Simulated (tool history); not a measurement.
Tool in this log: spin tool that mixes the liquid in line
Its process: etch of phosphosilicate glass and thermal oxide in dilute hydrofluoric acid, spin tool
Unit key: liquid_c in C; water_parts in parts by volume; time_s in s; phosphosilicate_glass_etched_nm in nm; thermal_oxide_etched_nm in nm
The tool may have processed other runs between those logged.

run	hour	liquid_c	water_parts	time_s	phosphosilicate_glass_etched_nm	thermal_oxide_etched_nm
1	0.0	20.0	255	55	18.315	0.75016
2	3.7	20.0	215	55	22.446	0.97317
3	10.2	17.5	215	55	20.182	0.80974
4	13.1	17.5	225	55	19.362	0.77796
5	15.0	17.5	170	55	26.783	0.97790
6	18.9	17.5	190	55	23.641	0.93966
7	22.4	17.5	205	55	21.482	0.92214
8	29.2	17.5	220	55	19.865	0.75914
9	31.5	17.5	230	55	18.786	0.74991
10	36.1	17.5	235	55	18.518	0.74797
11	40.4	17.5	240	55	17.949	0.70296
12	46.9	17.5	245	55	17.289	0.70268
13	50.5	17.5	250	55	16.913	0.71592

What does the tool deliver on the next run?
14	53.6	17.0	255	55	?	?

Run 14 measured phosphosilicate_glass_etched_nm 16.189 nm, thermal_oxide_etched_nm 0.66503 nm.
